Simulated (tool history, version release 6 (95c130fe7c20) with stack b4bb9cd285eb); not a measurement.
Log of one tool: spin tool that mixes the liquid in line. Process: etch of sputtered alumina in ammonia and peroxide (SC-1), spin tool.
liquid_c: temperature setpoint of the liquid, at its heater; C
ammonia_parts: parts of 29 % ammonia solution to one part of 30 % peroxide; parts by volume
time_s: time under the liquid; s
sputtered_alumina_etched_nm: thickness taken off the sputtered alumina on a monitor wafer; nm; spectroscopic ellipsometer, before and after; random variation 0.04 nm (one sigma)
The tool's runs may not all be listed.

run	hour	liquid_c	ammonia_parts	time_s	sputtered_alumina_etched_nm
1	0.0	46.0	0.80	115	6.6068
2	5.4	44.0	0.80	115	5.9261
3	7.4	44.0	1.05	115	6.0081
4	12.0	44.0	1.05	125	6.4248
5	17.8	44.0	1.05	125	6.4445
6	26.6	44.0	1.20	125	6.6547
7	29.7	42.0	1.20	125	5.7848
8	37.0	41.0	1.20	125	5.5874
9	41.1	40.0	1.20	125	5.2829
10	50.0	39.5	1.20	125	5.0974

Forecast run 11:
11	57.1	39.0	1.20	125	?

sputtered_alumina_etched_nm: 5.0027 nm
